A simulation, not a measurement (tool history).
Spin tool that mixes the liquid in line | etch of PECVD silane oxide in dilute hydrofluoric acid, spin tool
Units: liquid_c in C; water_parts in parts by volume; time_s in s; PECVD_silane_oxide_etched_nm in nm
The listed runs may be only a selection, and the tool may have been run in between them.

run 1 day=0.000 | liquid_c=25.0 water_parts=185 time_s=260 | PECVD_silane_oxide_etched_nm=38.988
run 2 day=0.154 | liquid_c=25.0 water_parts=125 time_s=260 | PECVD_silane_oxide_etched_nm=62.608
run 3 day=0.279 | liquid_c=24.0 water_parts=140 time_s=260 | PECVD_silane_oxide_etched_nm=52.747
run 4 day=0.438 | liquid_c=24.0 water_parts=105 time_s=260 | PECVD_silane_oxide_etched_nm=72.622
run 5 day=0.679 | liquid_c=24.0 water_parts=105 time_s=260 | PECVD_silane_oxide_etched_nm=71.882
run 6 day=0.850 | liquid_c=24.0 water_parts=130 time_s=260 | PECVD_silane_oxide_etched_nm=57.393
run 7 day=0.925 | liquid_c=23.0 water_parts=140 time_s=260 | PECVD_silane_oxide_etched_nm=51.539
run 8 day=1.017 | liquid_c=22.0 water_parts=150 time_s=260 | PECVD_silane_oxide_etched_nm=45.151
run 9 day=1.158 | liquid_c=21.5 water_parts=160 time_s=260 | PECVD_silane_oxide_etched_nm=41.718
run 10 day=1.400 | liquid_c=21.0 water_parts=170 time_s=260 | PECVD_silane_oxide_etched_nm=37.390
run 11 day=1.625 | liquid_c=21.0 water_parts=170 time_s=260 | PECVD_silane_oxide_etched_nm=37.551

Run 12 has not been measured yet. What should we expect?
run 12 day=1.804 | liquid_c=17.0 water_parts=240 time_s=260 | PECVD_silane_oxide_etched_nm=?

{"run 12": {"PECVD_silane_oxide_etched_nm": 21.013}}
